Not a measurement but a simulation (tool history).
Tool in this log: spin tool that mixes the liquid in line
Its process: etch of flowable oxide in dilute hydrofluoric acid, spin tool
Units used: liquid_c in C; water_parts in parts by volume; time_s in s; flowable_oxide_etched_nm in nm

{"run": 1, "hour": 0.0, "liquid_c": 24.0, "water_parts": 145, "time_s": 135, "flowable_oxide_etched_nm": 49.579}
{"run": 2, "hour": 3.0, "liquid_c": 25.0, "water_parts": 130, "time_s": 135, "flowable_oxide_etched_nm": 58.088}
{"run": 3, "hour": 9.1, "liquid_c": 25.0, "water_parts": 130, "time_s": 135, "flowable_oxide_etched_nm": 57.96}
{"run": 4, "hour": 15.4, "liquid_c": 26.0, "water_parts": 120, "time_s": 135, "flowable_oxide_etched_nm": 66.579}
{"run": 5, "hour": 24.3, "liquid_c": 23.5, "water_parts": 120, "time_s": 135, "flowable_oxide_etched_nm": 60.191}
{"run": 6, "hour": 32.2, "liquid_c": 23.5, "water_parts": 165, "time_s": 135, "flowable_oxide_etched_nm": 41.269}

Run 7 has not been measured yet. What should we expect?
{"run": 7, "hour": 38.9, "liquid_c": 27.5, "water_parts": 110, "time_s": 135, "flowable_oxide_etched_nm": "?"}

{"run 7": {"flowable_oxide_etched_nm": 77.646}}

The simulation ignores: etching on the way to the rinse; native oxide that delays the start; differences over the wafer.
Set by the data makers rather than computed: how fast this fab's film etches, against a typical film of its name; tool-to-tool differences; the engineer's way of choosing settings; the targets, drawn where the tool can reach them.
